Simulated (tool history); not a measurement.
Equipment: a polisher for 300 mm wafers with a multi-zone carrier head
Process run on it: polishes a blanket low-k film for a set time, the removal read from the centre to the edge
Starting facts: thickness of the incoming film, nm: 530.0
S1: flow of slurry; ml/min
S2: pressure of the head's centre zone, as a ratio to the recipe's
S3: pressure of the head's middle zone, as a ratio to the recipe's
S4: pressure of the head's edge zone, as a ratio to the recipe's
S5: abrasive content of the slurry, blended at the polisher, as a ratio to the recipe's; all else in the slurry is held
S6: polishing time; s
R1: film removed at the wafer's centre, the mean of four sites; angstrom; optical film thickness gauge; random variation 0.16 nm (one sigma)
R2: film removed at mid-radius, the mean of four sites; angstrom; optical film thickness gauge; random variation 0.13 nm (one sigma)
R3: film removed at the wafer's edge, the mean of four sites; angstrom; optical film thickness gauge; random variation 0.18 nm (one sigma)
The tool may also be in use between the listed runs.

| run | hour | S1 | S2 | S3 | S4 | S5 | S6 | R1 | R2 | R3 |
|---|---|---|---|---|---|---|---|---|---|---|
| 1 | 0.0 | 145 | 1.00 | 1.00 | 1.00 | 1.0 | 32 | 137.94 | 137.55 | 142.38 |
| 2 | 6.6 | 140 | 0.99 | 0.99 | 1.00 | 1.0 | 32 | 135.32 | 137.11 | 142.46 |
| 3 | 9.4 | 155 | 0.99 | 0.99 | 1.00 | 1.0 | 32 | 140.63 | 137.46 | 140.52 |
| 4 | 12.9 | 150 | 0.98 | 0.98 | 1.00 | 1.0 | 32 | 138.35 | 136.98 | 143.46 |
| 5 | 20.6 | 150 | 0.98 | 0.98 | 1.00 | 0.8 | 32 | 120.07 | 113.71 | 119.07 |
| 6 | 24.5 | 145 | 0.98 | 0.98 | 1.01 | 0.8 | 32 | 115.27 | 114.10 | 121.24 |
| 7 | 25.2 | 145 | 0.98 | 0.98 | 1.02 | 0.8 | 32 | 116.81 | 114.77 | 120.72 |
| 8 | 27.7 | 145 | 0.98 | 0.98 | 1.03 | 0.8 | 32 | 115.96 | 113.96 | 120.83 |

For run 9, what comes out?
| 9 | 29.6 | 145 | 0.98 | 0.98 | 1.04 | 0.8 | 32 | ? | ? | ? |

Run 9 produced R1 117.38 angstrom, R2 116.81 angstrom, R3 123.30 angstrom.
